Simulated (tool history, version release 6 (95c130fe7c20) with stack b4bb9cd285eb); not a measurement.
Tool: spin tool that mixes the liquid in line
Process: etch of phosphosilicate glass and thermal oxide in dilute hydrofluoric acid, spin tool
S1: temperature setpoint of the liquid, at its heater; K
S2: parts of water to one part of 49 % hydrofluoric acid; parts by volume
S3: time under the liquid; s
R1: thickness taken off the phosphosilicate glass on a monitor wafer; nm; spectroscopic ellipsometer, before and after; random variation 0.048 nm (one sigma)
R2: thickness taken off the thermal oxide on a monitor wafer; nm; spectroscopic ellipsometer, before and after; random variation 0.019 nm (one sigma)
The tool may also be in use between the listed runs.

| run | day | S1 | S2 | S3 | R1 | R2 |
|---|---|---|---|---|---|---|
| 1 | 0 | 295.15 | 295 | 50 | 20.021 | 0.58774 |
| 2 | 0.054 | 295.15 | 295 | 65 | 26.176 | 0.76266 |
| 3 | 0.204 | 295.15 | 295 | 50 | 20.055 | 0.55817 |
| 4 | 0.325 | 293.65 | 315 | 50 | 17.408 | 0.49273 |
| 5 | 0.371 | 292.65 | 330 | 50 | 16.008 | 0.45144 |
| 6 | 0.604 | 295.65 | 330 | 50 | 17.637 | 0.52884 |
| 7 | 0.788 | 294.15 | 345 | 50 | 15.82 | 0.44591 |

Run 8 comes next. What will it give?
| 8 | 0.862 | 290.65 | 395 | 50 | ? | ? |

Run 8 gave R1 11.666 nm, R2 0.33797 nm.
